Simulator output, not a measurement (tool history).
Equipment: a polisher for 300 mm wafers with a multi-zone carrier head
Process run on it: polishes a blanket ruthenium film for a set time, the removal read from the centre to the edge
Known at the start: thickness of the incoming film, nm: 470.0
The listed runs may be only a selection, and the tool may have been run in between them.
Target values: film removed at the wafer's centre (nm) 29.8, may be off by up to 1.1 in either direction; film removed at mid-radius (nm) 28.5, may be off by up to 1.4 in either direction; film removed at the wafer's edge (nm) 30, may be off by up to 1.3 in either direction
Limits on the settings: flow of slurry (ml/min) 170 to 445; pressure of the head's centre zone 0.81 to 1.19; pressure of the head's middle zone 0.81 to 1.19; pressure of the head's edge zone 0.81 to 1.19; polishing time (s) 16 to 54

run  hour  flow of slurry (ml/min)  pressure of the head's centre zone  pressure of the head's middle zone  pressure of the head's edge zone  polishing time (s)  film removed at the wafer's centre (nm)  film removed at mid-radius (nm)  film removed at the wafer's edge (nm)
  1     0                      285                                   1                                   1                                 1                  35                                    52.81                           50.693                                 50.838
  2   3.3                      280                                0.98                                0.97                              0.98                  30                                    44.27                            43.19                                 44.001
  3   3.8                      215                                0.98                                0.97                              0.98                  30                                    42.82                           42.857                                 42.932
  4    11                      220                                0.98                                0.95                              0.97                  26                                   36.956                           35.448                                 37.338
  5  17.8                      220                                0.93                                0.95                              0.97                  26                                   35.267                           35.894                                 37.547
  6  22.4                      220                                0.85                                0.95                              0.97                  26                                   32.639                           36.291                                 37.166
  7  30.6                      225                                0.87                                0.93                              0.94                  24                                   30.275                           32.525                                 34.596
  8  34.1                      220                                0.91                                0.93                              0.91                  23                                   30.829                           31.062                                 32.935
  9  41.4                      220                                0.92                                0.93                              0.89                  23                                   31.586                           31.871                                 31.936
 10  46.7                      220                                0.92                                0.91                              0.88                  23                                   31.075                           30.369                                 31.897
 11  47.6                      220                                0.92                                 0.9                              0.86                  23                                   31.133                            30.86                                 30.854

Pick the move, out of 4, that brings all results within their allowed miss; only one does.
  A  48.5                      220                                0.88                                0.95                              0.83                  23                                        ?                                ?                                      ?
  B  48.5                      235                                0.96                                   1                              0.81                  20                                        ?                                ?                                      ?
  C  48.5                      200                                0.96                                0.94                              0.81                  23                                        ?                                ?                                      ?
  D  48.5                      170                                0.96                                 0.9                              0.88                  22                                        ?                                ?                                      ?

move  film removed at the wafer's centre (nm)  film removed at mid-radius (nm)  film removed at the wafer's edge (nm)
   A                                   29.953                           31.719                                 31.586
   B                                     28.7                           28.852                                 27.401
   C                                   32.242                           31.071                                 31.051
   D                                   30.011                            28.12                                 29.994
A: the biggest miss grows against the last run
B: brings the result that was furthest off to its target, and leaves another outside
C: the biggest miss grows against the last run
D: all results land within tolerance of their targets
Go with D: it meets all targets.
